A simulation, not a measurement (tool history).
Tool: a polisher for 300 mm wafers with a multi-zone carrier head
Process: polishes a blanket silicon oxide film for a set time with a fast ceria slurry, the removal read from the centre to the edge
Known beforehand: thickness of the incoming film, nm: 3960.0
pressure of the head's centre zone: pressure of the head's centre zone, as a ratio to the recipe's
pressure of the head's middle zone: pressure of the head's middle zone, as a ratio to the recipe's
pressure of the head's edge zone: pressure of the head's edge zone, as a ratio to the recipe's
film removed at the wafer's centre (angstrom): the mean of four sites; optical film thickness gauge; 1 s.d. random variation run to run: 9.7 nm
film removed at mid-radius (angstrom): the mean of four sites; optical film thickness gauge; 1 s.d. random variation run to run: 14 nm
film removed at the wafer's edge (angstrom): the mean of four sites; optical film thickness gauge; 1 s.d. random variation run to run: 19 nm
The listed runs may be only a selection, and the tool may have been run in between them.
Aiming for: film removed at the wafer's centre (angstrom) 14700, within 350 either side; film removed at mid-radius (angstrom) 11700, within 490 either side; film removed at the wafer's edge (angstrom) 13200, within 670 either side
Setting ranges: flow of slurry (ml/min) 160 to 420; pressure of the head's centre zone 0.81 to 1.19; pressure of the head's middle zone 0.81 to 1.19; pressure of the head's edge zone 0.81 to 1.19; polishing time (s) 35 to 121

run,hour,flow of slurry (ml/min),pressure of the head's centre zone,pressure of the head's middle zone,pressure of the head's edge zone,polishing time (s),film removed at the wafer's centre (angstrom),film removed at mid-radius (angstrom),film removed at the wafer's edge (angstrom)
1,0,270,1,1,1,78,9775.7,9963.3,10327
2,3.9,270,1,1,1,65,8263.6,8093.1,8605.5
3,9.4,290,1.06,0.98,1.03,74,9941.4,9459,9818.3
4,10.3,295,1.1,0.93,1.06,81,11305,9709.6,11030
5,12.2,295,1.07,0.93,1.06,81,11165,9676.5,11218
6,19.9,265,1.07,0.93,1.06,81,10838,9991.3,10929
7,23,300,1.11,0.95,1.08,84,11904,10598,11655
8,29.4,325,1.14,0.95,1.08,87,12614,10816,11885
9,37.6,325,1.14,0.95,1.08,87,12561,10711,12011
10,41.2,330,1.16,0.94,1.07,90,13272,11275,12380
11,48.5,340,1.17,0.92,1.06,92,13711,10958,12497
12,54.5,340,1.18,0.92,1.06,93,13986,11364,12733
13,55.5,345,1.18,0.92,1.06,94,14191,11282,12903
14,57.7,345,1.18,0.92,1.06,95,14424,11600,13228
15,59.8,345,1.18,0.92,1.05,95,14436,11480,12840
16,64.5,345,1.18,0.92,1.06,95,14165,11373,12911

4 candidate next runs follow, results not yet known. Just one meets every target within its allowed miss. Identify it.
A,69.2,370,1.18,0.88,1.03,91,?,?,?
B,69.2,400,1.19,1.05,1.05,89,?,?,?
C,69.2,365,1.19,0.91,1.08,96,?,?,?
D,69.2,355,1.08,0.88,1.12,98,?,?,?

move,film removed at the wafer's centre (angstrom),film removed at mid-radius (angstrom),film removed at the wafer's edge (angstrom)
A,13870,10838,12598
B,13766,12040,12460
C,14738,11684,13582
D,13684,11644,14099
A: lands further from the targets than the last run did
B: lands further from the targets than the last run did
C: in spec on every target
D: lands further from the targets than the last run did
Move C is the one to make.
